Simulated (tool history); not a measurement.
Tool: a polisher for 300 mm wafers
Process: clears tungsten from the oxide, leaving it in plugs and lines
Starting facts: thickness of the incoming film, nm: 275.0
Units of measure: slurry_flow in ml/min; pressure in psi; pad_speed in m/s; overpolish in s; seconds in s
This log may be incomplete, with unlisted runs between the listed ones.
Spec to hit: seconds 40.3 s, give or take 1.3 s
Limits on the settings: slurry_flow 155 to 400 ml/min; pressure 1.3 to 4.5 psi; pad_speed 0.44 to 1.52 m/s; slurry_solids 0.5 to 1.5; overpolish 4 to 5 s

| run | hour | slurry_flow | pressure | pad_speed | slurry_solids | overpolish | seconds |
|---|---|---|---|---|---|---|---|
| 1 | 0 | 255 | 2.9 | 0.98 | 1 | 5 | 64.814 |
| 2 | 6.1 | 255 | 2.6 | 0.98 | 1 | 5 | 72.378 |
| 3 | 12.9 | 290 | 2.6 | 0.98 | 1 | 5 | 71.374 |
| 4 | 13.9 | 290 | 3 | 0.98 | 1 | 5 | 63.126 |
| 5 | 18.9 | 290 | 2.5 | 0.98 | 1 | 5 | 74.97 |
| 6 | 27.6 | 290 | 2.5 | 0.98 | 0.9 | 5 | 76.24 |
| 7 | 29.8 | 290 | 3 | 0.98 | 0.9 | 5 | 63.563 |
| 8 | 32.5 | 295 | 3.8 | 1 | 0.9 | 5 | 49.624 |
| 9 | 34.1 | 295 | 4 | 1 | 0.9 | 5 | 46.797 |

Which one of the following 5 next-run settings gets every result inside its allowed miss? There is exactly one.
| A | 35.7 | 295 | 4 | 0.98 | 0.95 | 4 | ? |
| B | 35.7 | 355 | 3.9 | 0.76 | 0.95 | 4 | ? |
| C | 35.7 | 295 | 4.3 | 1.12 | 0.9 | 4 | ? |
| D | 35.7 | 320 | 4.5 | 1.16 | 1.05 | 5 | ? |
| E | 35.7 | 270 | 3.9 | 0.94 | 0.65 | 5 | ? |

| move | seconds |
|---|---|
| A | 47.714 |
| B | 57.409 |
| C | 40.673 |
| D | 36.82 |
| E | 53.378 |
A: further off than the last run
B: further off than the last run
C: each result inside its tolerance
D: pushes the last run's worst result past its target
E: further off than the last run
Move C is the one to make.
